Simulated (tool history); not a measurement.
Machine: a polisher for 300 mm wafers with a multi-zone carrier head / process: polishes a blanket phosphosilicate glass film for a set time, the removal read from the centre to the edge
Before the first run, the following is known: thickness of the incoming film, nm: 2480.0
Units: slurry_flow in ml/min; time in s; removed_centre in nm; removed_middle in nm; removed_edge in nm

run,hour,slurry_flow,centre_zone,middle_zone,edge_zone,slurry_solids,time,removed_centre,removed_middle,removed_edge
1,0.0,260,1.00,1.00,1.00,1.00,65,495.39,543.80,542.84
2,4.4,265,1.01,1.01,1.03,1.10,66,541.86,574.54,580.23
3,6.9,265,1.01,1.01,0.98,1.10,66,538.44,574.02,567.01
4,13.7,265,1.00,1.02,1.01,1.20,67,558.50,612.33,593.50
5,18.8,265,1.00,1.02,0.96,1.20,67,553.03,594.66,585.36
6,24.5,265,0.97,1.02,0.96,1.20,67,540.12,607.43,580.68
7,29.1,265,0.97,1.01,1.00,1.25,69,556.92,631.33,622.01
8,33.0,270,0.98,1.01,1.03,1.30,70,582.49,642.08,653.12
9,36.8,275,0.99,1.03,1.06,1.35,71,604.79,668.62,677.46
10,42.4,280,1.00,1.04,1.08,1.40,72,628.24,699.00,697.41
11,47.1,280,1.01,1.04,1.09,1.40,73,646.67,715.59,726.70

What will run 12 give?
12,51.2,335,1.07,1.07,1.15,1.40,73,?,?,?

{"run 12": {"removed_centre": 707.15, "removed_middle": 740.96, "removed_edge": 734.68}}
